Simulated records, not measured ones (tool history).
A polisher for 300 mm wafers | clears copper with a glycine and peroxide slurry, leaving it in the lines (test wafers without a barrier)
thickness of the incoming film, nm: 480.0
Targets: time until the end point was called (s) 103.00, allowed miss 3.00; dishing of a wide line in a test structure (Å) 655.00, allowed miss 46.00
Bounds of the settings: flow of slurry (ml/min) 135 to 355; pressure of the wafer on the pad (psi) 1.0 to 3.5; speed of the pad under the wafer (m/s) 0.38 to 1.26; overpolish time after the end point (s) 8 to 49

| run | hour | flow of slurry (ml/min) | pressure of the wafer on the pad (psi) | speed of the pad under the wafer (m/s) | overpolish time after the end point (s) | time until the end point was called (s) | dishing of a wide line in a test structure (Å) |
|---|---|---|---|---|---|---|---|
| 1 | 0.0 | 225 | 2.2 | 0.82 | 25 | 142.58 | 514.88 |
| 2 | 4.7 | 225 | 2.2 | 0.82 | 33 | 142.81 | 682.63 |
| 3 | 13.1 | 225 | 2.2 | 0.68 | 33 | 157.77 | 603.22 |
| 4 | 18.7 | 225 | 2.7 | 0.68 | 33 | 140.01 | 694.74 |
| 5 | 22.5 | 230 | 2.9 | 0.70 | 30 | 133.09 | 664.63 |
| 6 | 28.4 | 230 | 3.1 | 0.74 | 28 | 121.60 | 662.89 |
| 7 | 30.0 | 235 | 3.2 | 0.76 | 27 | 118.15 | 647.46 |
| 8 | 36.1 | 235 | 3.3 | 0.78 | 26 | 111.94 | 667.35 |
| 9 | 43.8 | 260 | 3.5 | 0.78 | 22 | 106.33 | 597.89 |
| 10 | 51.7 | 260 | 3.5 | 0.78 | 22 | 108.18 | 604.85 |

5 next moves are on the table. One of them brings every result within its allowed miss. Which?
| A | 59.6 | 315 | 3.1 | 0.92 | 24 | ? | ? |
| B | 59.6 | 230 | 3.5 | 0.86 | 18 | ? | ? |
| C | 59.6 | 225 | 3.5 | 0.78 | 24 | ? | ? |
| D | 59.6 | 270 | 3.5 | 0.84 | 18 | ? | ? |
| E | 59.6 | 225 | 3.3 | 0.76 | 31 | ? | ? |

| move | time until the end point was called (s) | dishing of a wide line in a test structure (Å) |
|---|---|---|
| A | 105.17 | 645.91 |
| B | 103.67 | 521.35 |
| C | 110.36 | 628.00 |
| D | 103.68 | 521.55 |
| E | 116.72 | 732.06 |
A: meets every target
B: brings the result that was furthest off to its target, and leaves another outside
C: further off than the last run
D: brings the result that was furthest off to its target, and leaves another outside
E: further off than the last run
Answer: A

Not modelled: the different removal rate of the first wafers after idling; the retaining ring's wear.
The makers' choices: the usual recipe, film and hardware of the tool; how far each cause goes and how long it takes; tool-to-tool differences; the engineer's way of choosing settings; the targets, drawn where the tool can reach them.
